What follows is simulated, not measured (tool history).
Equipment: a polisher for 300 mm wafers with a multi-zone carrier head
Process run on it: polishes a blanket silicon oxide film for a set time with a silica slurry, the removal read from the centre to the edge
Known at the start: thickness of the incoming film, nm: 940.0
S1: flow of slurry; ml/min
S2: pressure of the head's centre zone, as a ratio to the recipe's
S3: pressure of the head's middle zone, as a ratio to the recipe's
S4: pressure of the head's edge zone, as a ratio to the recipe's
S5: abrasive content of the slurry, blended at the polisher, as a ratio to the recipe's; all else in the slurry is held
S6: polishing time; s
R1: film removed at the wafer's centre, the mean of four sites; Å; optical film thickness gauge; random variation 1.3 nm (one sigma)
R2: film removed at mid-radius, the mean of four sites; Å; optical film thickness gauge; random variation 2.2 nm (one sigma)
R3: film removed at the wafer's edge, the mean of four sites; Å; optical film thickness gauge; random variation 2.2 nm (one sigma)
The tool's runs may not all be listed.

| run | hour | S1 | S2 | S3 | S4 | S5 | S6 | R1 | R2 | R3 |
|---|---|---|---|---|---|---|---|---|---|---|
| 1 | 0.0 | 300 | 1.00 | 1.00 | 1.00 | 1.00 | 76 | 2407.4 | 2375.7 | 2364.3 |
| 2 | 2.5 | 300 | 0.93 | 1.00 | 1.00 | 1.00 | 76 | 2250.4 | 2319.2 | 2326.8 |
| 3 | 6.2 | 305 | 0.96 | 0.95 | 0.98 | 0.85 | 75 | 2159.7 | 2069.1 | 2208.9 |
| 4 | 15.2 | 310 | 0.99 | 0.93 | 0.94 | 0.75 | 73 | 2101.7 | 1918.5 | 2018.7 |
| 5 | 24.2 | 305 | 0.99 | 0.90 | 0.91 | 0.70 | 73 | 2050.0 | 1860.7 | 1944.4 |
| 6 | 26.6 | 310 | 1.01 | 0.88 | 0.91 | 0.65 | 72 | 2006.8 | 1717.8 | 1891.8 |

Run 7, settings as shown, results not yet in. Your forecast:
| 7 | 27.7 | 310 | 1.01 | 0.88 | 0.91 | 0.65 | 72 | ? | ? | ? |

Run 7 produced R1 1988.6 Å, R2 1779.9 Å, R3 1907.7 Å.
